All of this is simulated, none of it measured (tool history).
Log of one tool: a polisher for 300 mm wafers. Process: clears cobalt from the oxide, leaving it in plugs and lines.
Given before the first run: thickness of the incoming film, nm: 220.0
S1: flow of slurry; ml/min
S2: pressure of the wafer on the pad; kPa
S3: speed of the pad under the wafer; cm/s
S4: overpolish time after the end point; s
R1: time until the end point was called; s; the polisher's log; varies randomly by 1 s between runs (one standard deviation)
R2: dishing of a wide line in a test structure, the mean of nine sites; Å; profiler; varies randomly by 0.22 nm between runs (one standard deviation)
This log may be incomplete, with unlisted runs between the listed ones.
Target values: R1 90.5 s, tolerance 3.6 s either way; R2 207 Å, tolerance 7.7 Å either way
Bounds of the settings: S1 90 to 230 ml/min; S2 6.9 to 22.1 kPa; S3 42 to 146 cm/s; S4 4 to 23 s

{"run": 1, "day": 0.0, "S1": 150, "S2": 14.5, "S3": 94, "S4": 12, "R1": 58.362, "R2": 214.1}
{"run": 2, "day": 0.112, "S1": 145, "S2": 12.4, "S3": 94, "S4": 13, "R1": 68.091, "R2": 208.13}
{"run": 3, "day": 0.3, "S1": 145, "S2": 12.4, "S3": 94, "S4": 17, "R1": 66.515, "R2": 230.24}
{"run": 4, "day": 0.608, "S1": 140, "S2": 11, "S3": 94, "S4": 17, "R1": 77.626, "R2": 220.34}
{"run": 5, "day": 0.762, "S1": 140, "S2": 11, "S3": 94, "S4": 22, "R1": 76.93, "R2": 233.17}
{"run": 6, "day": 0.829, "S1": 110, "S2": 11, "S3": 94, "S4": 22, "R1": 81.054, "R2": 227.78}
{"run": 7, "day": 0.921, "S1": 105, "S2": 10.3, "S3": 94, "S4": 21, "R1": 87.418, "R2": 223.32}
{"run": 8, "day": 0.992, "S1": 105, "S2": 10.3, "S3": 94, "S4": 20, "R1": 87.668, "R2": 219}
{"run": 9, "day": 1.217, "S1": 105, "S2": 10.3, "S3": 94, "S4": 19, "R1": 86.905, "R2": 215.22}

Exercise: of the 5 proposed moves below, exactly one satisfies all targets within the stated allowed misses. Which move is it?
{"run": "A", "day": 1.442, "S1": 90, "S2": 11.7, "S3": 98, "S4": 14, "R1": "?", "R2": "?"}
{"run": "B", "day": 1.442, "S1": 105, "S2": 12.4, "S3": 82, "S4": 16, "R1": "?", "R2": "?"}
{"run": "C", "day": 1.442, "S1": 90, "S2": 13.1, "S3": 84, "S4": 13, "R1": "?", "R2": "?"}
{"run": "D", "day": 1.442, "S1": 90, "S2": 8.3, "S3": 120, "S4": 14, "R1": "?", "R2": "?"}
{"run": "E", "day": 1.442, "S1": 100, "S2": 12.4, "S3": 78, "S4": 17, "R1": "?", "R2": "?"}

move=A R1=77.244 R2=197.08
move=B R1=82.335 R2=202.73
move=C R1=80.178 R2=188.11
move=D R1=88.953 R2=185.83
move=E R1=87.501 R2=202.84
A: moves the result that the last run missed by most past its target, out the other side
B: gets the furthest-off result to its target, but another result is out of tolerance
C: moves the result that the last run missed by most past its target, out the other side
D: moves the result that the last run missed by most past its target, out the other side
E: meets every target
The right move is E.
